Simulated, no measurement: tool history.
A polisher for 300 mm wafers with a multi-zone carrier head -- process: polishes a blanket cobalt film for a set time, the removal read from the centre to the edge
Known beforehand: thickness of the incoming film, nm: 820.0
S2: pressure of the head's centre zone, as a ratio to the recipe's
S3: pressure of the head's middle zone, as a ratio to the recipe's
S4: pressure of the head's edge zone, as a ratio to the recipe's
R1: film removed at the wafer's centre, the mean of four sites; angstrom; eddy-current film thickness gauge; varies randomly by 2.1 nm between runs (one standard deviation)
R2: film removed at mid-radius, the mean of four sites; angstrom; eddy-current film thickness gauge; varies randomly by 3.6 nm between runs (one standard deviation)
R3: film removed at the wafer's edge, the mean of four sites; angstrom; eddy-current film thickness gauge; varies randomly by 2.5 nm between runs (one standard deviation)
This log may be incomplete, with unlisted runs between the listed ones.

run 1 hour=0 | flow_of_slurry_(ml/min)=200 S2=1 S3=1 S4=1 polishing_time_(s)=55 | R1=3402.5 R2=3499.6 R3=3443
run 2 hour=1.7 | flow_of_slurry_(ml/min)=200 S2=1 S3=1 S4=1 polishing_time_(s)=64 | R1=3935.3 R2=4078.6 R3=3999.5
run 3 hour=4.1 | flow_of_slurry_(ml/min)=195 S2=1 S3=0.96 S4=0.95 polishing_time_(s)=60 | R1=3729.4 R2=3709.4 R3=3696.2
run 4 hour=12.3 | flow_of_slurry_(ml/min)=190 S2=1 S3=0.94 S4=0.92 polishing_time_(s)=56 | R1=3442.4 R2=3275.5 R3=3359.8
run 5 hour=18.2 | flow_of_slurry_(ml/min)=180 S2=1 S3=0.94 S4=0.89 polishing_time_(s)=55 | R1=3327.7 R2=3219.8 R3=3229.2
run 6 hour=21.1 | flow_of_slurry_(ml/min)=180 S2=1 S3=0.94 S4=0.89 polishing_time_(s)=42 | R1=2514.4 R2=2461.9 R3=2472.1
run 7 hour=28 | flow_of_slurry_(ml/min)=205 S2=1.03 S3=0.95 S4=0.95 polishing_time_(s)=43 | R1=2739.5 R2=2585.5 R3=2615.2

What does the tool deliver on the next run?
run 8 hour=36.6 | flow_of_slurry_(ml/min)=260 S2=1.06 S3=1 S4=1.05 polishing_time_(s)=45 | R1=? R2=? R3=?

Run 8 yielded R1 3014.6 angstrom, R2 3013.6 angstrom, R3 2949.1 angstrom.

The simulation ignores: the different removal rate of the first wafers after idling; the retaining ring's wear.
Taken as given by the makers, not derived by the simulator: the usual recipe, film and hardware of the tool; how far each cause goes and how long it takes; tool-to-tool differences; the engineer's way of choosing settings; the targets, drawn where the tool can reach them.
